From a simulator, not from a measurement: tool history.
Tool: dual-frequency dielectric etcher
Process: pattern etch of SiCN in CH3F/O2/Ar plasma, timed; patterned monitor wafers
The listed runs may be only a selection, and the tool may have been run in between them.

run,hour,source power (kW),bias power (kW),etch time (s),mean etch depth across the wafer (angstrom)
1,0,0.38,0.093,50.5,210.1
2,5.8,0.42,0.098,50.5,224.49
3,6.4,0.45,0.1,50.5,231.81
4,8.3,0.47,0.103,50.5,237.77
5,13,0.49,0.106,50.5,247.64
6,20.1,0.46,0.106,50.5,240.32
7,25.5,0.48,0.107,50.5,244.34

The next listed run, before its measurement:
8,31,0.5,0.108,50.5,?

Run 8 gave mean etch depth across the wafer (angstrom) 250.89.

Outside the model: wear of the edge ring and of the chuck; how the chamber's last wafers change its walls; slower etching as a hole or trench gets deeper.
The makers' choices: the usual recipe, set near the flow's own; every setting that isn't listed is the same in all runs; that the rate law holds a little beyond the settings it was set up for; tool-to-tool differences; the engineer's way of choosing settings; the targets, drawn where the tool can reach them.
